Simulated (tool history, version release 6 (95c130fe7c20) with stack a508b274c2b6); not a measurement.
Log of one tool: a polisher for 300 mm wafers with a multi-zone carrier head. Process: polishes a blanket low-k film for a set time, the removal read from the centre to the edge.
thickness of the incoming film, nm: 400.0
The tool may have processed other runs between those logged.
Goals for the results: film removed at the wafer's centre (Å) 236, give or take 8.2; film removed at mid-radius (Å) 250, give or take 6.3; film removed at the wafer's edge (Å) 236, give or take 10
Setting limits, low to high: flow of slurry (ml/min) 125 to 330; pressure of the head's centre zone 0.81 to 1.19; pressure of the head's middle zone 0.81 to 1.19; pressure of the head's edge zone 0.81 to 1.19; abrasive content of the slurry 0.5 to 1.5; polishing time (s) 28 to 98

| run | day | flow of slurry (ml/min) | pressure of the head's centre zone | pressure of the head's middle zone | pressure of the head's edge zone | abrasive content of the slurry | polishing time (s) | film removed at the wafer's centre (Å) | film removed at mid-radius (Å) | film removed at the wafer's edge (Å) |
|---|---|---|---|---|---|---|---|---|---|---|
| 1 | 0 | 210 | 1 | 1 | 1 | 1 | 63 | 183.49 | 178.63 | 182.26 |
| 2 | 0.058 | 235 | 1 | 1 | 1 | 1 | 63 | 186.49 | 182.01 | 182.93 |
| 3 | 0.212 | 235 | 1 | 1 | 1 | 0.8 | 63 | 157.24 | 157.34 | 153.94 |
| 4 | 0.421 | 235 | 1.01 | 1.04 | 1.03 | 0.9 | 63 | 174.48 | 179.21 | 174.4 |
| 5 | 0.483 | 235 | 1.01 | 0.97 | 1.03 | 0.9 | 63 | 177.35 | 167.22 | 170.54 |
| 6 | 0.712 | 235 | 1.01 | 0.97 | 1.03 | 0.7 | 63 | 140.66 | 134.8 | 138.7 |
| 7 | 1.067 | 240 | 1.03 | 1.02 | 1.06 | 0.8 | 63 | 165.65 | 158.8 | 158.38 |
| 8 | 1.096 | 245 | 1.03 | 1.06 | 1.09 | 0.9 | 63 | 181.89 | 183.16 | 178.65 |
| 9 | 1.454 | 245 | 1.04 | 1.09 | 1.11 | 0.95 | 63 | 187.59 | 193.8 | 191.06 |
| 10 | 1.554 | 255 | 1.06 | 1.11 | 1.12 | 1 | 63 | 201.04 | 205.19 | 197.71 |
| 11 | 1.646 | 255 | 1.07 | 1.13 | 1.13 | 1.05 | 63 | 211.81 | 212.53 | 201.66 |
| 12 | 1.896 | 260 | 1.07 | 1.14 | 1.14 | 1.1 | 63 | 217.75 | 220.04 | 214.5 |
| 13 | 1.958 | 265 | 1.07 | 1.15 | 1.14 | 1.15 | 63 | 222.59 | 229.52 | 215.95 |

Pick the move, out of 5, that brings all results within their allowed miss; only one does.
| A | 2.021 | 230 | 1.01 | 1.06 | 1.19 | 1.2 | 74 | ? | ? | ? |
| B | 2.021 | 255 | 1.05 | 1.05 | 1.16 | 1.1 | 61 | ? | ? | ? |
| C | 2.021 | 275 | 1.05 | 1.16 | 1.17 | 1.2 | 67 | ? | ? | ? |
| D | 2.021 | 240 | 1 | 1.06 | 1.19 | 1.05 | 69 | ? | ? | ? |
| E | 2.021 | 270 | 1.09 | 1.14 | 1.02 | 1.2 | 66 | ? | ? | ? |

| move | film removed at the wafer's centre (Å) | film removed at mid-radius (Å) | film removed at the wafer's edge (Å) |
|---|---|---|---|
| A | 247.01 | 248.01 | 255.35 |
| B | 204.83 | 195.88 | 200.02 |
| C | 238.48 | 247.95 | 232.68 |
| D | 212.8 | 215.69 | 221.75 |
| E | 243.34 | 240.12 | 213.61 |
A: the worst result of the last run now meets its target, but another is out of spec
B: moves away from the targets compared with the last run
C: all results in spec
D: moves away from the targets compared with the last run
E: gains on the last run, yet a result remains outside its allowed miss
So the answer is move C, the one that meets all the targets.

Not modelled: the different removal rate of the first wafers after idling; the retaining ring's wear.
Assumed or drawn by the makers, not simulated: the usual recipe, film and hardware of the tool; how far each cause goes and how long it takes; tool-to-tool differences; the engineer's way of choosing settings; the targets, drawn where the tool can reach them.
